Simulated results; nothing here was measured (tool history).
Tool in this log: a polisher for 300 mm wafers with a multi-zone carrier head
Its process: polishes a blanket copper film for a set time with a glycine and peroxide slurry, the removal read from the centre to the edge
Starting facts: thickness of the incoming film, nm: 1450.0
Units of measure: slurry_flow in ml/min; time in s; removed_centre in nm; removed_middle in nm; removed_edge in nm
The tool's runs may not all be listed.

run 1 day=0.000 | slurry_flow=260 centre_zone=1.00 middle_zone=1.00 edge_zone=1.00 time=61 | removed_centre=333.31 removed_middle=323.25 removed_edge=342.38
run 2 day=0.038 | slurry_flow=260 centre_zone=1.00 middle_zone=1.00 edge_zone=1.07 time=61 | removed_centre=330.87 removed_middle=322.00 removed_edge=358.16
run 3 day=0.267 | slurry_flow=265 centre_zone=1.01 middle_zone=1.01 edge_zone=1.00 time=56 | removed_centre=307.20 removed_middle=305.91 removed_edge=316.32
run 4 day=0.600 | slurry_flow=260 centre_zone=1.03 middle_zone=1.00 edge_zone=0.95 time=53 | removed_centre=295.04 removed_middle=281.09 removed_edge=293.10
run 5 day=0.775 | slurry_flow=260 centre_zone=1.05 middle_zone=1.02 edge_zone=0.91 time=51 | removed_centre=289.46 removed_middle=270.01 removed_edge=275.86
run 6 day=1.133 | slurry_flow=260 centre_zone=1.05 middle_zone=0.93 edge_zone=0.91 time=51 | removed_centre=290.78 removed_middle=258.17 removed_edge=280.69
run 7 day=1.383 | slurry_flow=260 centre_zone=1.06 middle_zone=0.98 edge_zone=0.88 time=50 | removed_centre=284.57 removed_middle=259.61 removed_edge=270.87

For run 8, what comes out?
run 8 day=1.521 | slurry_flow=265 centre_zone=1.07 middle_zone=1.02 edge_zone=0.86 time=49 | removed_centre=? removed_middle=? removed_edge=?

{"run 8": {"removed_centre": 282.67, "removed_middle": 269.69, "removed_edge": 259.13}}

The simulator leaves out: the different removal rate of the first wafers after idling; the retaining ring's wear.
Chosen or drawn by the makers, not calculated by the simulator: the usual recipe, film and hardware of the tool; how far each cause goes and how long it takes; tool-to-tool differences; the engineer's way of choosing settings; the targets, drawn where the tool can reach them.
